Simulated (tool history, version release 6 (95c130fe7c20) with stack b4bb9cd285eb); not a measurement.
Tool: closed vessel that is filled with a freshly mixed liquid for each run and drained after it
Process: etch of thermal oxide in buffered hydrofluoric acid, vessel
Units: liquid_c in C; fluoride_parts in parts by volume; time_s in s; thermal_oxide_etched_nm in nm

run  hour  liquid_c  fluoride_parts  time_s  thermal_oxide_etched_nm
  1   0.0      23.0            14.5     100                   75.800
  2   2.6      24.0            14.5     100                   79.942
  3   7.6      25.0            14.5     100                   85.509
  4  13.3      22.5            14.5     100                   73.998
  5  15.6      26.0            14.5     100                   90.458
  6  23.0      26.5            14.5     100                   92.379
  7  26.9      27.0            14.5     100                   94.667
  8  35.3      27.5            14.5     100                   98.599
  9  36.7      28.0            14.5     100                  100.360

Run 10 is up next; what results do you expect?
 10  42.3      28.5            14.5     100                        ?

thermal_oxide_etched_nm: 103.810 nm

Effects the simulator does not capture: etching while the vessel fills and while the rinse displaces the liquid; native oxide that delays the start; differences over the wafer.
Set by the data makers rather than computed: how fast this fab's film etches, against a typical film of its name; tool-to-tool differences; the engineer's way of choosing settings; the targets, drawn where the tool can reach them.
